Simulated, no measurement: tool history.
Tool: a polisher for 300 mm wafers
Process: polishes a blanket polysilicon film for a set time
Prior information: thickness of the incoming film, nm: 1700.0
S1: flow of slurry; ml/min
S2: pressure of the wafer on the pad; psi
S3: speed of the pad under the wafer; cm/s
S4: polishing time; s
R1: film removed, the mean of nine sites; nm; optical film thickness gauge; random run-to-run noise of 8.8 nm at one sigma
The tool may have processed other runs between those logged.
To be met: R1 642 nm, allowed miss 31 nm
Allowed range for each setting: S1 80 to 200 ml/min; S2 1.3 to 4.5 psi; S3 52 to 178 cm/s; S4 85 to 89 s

| run | hour | S1 | S2 | S3 | S4 | R1 |
|---|---|---|---|---|---|---|
| 1 | 0 | 130 | 2.9 | 114 | 85 | 967.84 |
| 2 | 3.4 | 150 | 2.9 | 114 | 85 | 990.3 |
| 3 | 11.9 | 150 | 2.9 | 124 | 85 | 1062.2 |
| 4 | 13 | 130 | 2.9 | 124 | 85 | 1021.6 |
| 5 | 13.9 | 125 | 2.6 | 122 | 85 | 914.54 |
| 6 | 22 | 125 | 2.4 | 122 | 85 | 865.74 |
| 7 | 23.6 | 125 | 2.2 | 122 | 85 | 780 |
| 8 | 26.3 | 125 | 2.1 | 122 | 85 | 752.26 |
| 9 | 32.1 | 125 | 2 | 122 | 85 | 717.73 |
| 10 | 39.4 | 120 | 1.7 | 122 | 85 | 609.96 |

Of the 4 settings listed for the next run, only one would bring every result within its allowed miss of target. Which one?
| A | 46.7 | 105 | 1.9 | 106 | 85 | ? |
| B | 46.7 | 115 | 1.7 | 126 | 89 | ? |
| C | 46.7 | 125 | 1.7 | 116 | 85 | ? |
| D | 46.7 | 120 | 1.7 | 116 | 85 | ? |

| move | R1 |
|---|---|
| A | 570.19 |
| B | 642.78 |
| C | 580.87 |
| D | 575.42 |
A: lands further from the targets than the last run did
B: all results land within tolerance of their targets
C: lands further from the targets than the last run did
D: lands further from the targets than the last run did
Answer: B
